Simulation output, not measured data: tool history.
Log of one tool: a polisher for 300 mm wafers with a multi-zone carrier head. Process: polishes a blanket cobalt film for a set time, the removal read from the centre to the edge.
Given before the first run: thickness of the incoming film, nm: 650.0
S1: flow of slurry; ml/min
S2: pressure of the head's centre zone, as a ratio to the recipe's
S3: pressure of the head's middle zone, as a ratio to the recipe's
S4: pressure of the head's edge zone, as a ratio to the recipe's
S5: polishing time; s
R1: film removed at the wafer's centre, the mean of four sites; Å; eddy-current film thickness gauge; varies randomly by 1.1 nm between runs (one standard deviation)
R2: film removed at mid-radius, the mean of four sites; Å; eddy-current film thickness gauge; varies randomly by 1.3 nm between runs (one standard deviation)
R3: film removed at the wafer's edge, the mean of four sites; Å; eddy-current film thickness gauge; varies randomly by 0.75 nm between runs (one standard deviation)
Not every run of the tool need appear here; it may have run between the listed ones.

run,hour,S1,S2,S3,S4,S5,R1,R2,R3
1,0.0,220,1.00,1.00,1.00,44,1523.6,1486.4,1506.2
2,3.7,220,1.00,1.07,1.00,44,1494.9,1548.1,1512.6
3,5.3,210,0.98,1.04,0.97,42,1403.0,1428.7,1416.3
4,11.4,210,0.98,1.04,1.01,42,1402.6,1439.4,1422.9
5,14.8,170,0.98,1.04,1.01,42,1344.5,1384.2,1394.1
6,16.0,170,1.02,1.04,1.01,42,1383.2,1383.5,1382.5
7,20.4,165,1.01,1.04,0.99,40,1323.9,1311.8,1315.0
8,27.4,160,0.99,1.04,0.97,39,1245.9,1243.1,1262.4
9,32.9,155,0.98,1.05,0.95,38,1186.8,1231.2,1213.7
10,40.5,150,0.97,1.04,0.93,38,1175.9,1211.7,1209.1
11,42.3,145,0.97,1.04,0.92,38,1172.8,1207.8,1181.8
12,50.2,140,0.96,1.03,0.91,38,1153.7,1206.7,1172.9
13,54.8,140,0.95,1.02,0.91,38,1136.8,1151.4,1166.2

Run 14 comes next. What will it give?
14,62.6,140,0.95,1.02,0.90,38,?,?,?

Run 14 produced R1 1113.0 Å, R2 1161.2 Å, R3 1156.1 Å.

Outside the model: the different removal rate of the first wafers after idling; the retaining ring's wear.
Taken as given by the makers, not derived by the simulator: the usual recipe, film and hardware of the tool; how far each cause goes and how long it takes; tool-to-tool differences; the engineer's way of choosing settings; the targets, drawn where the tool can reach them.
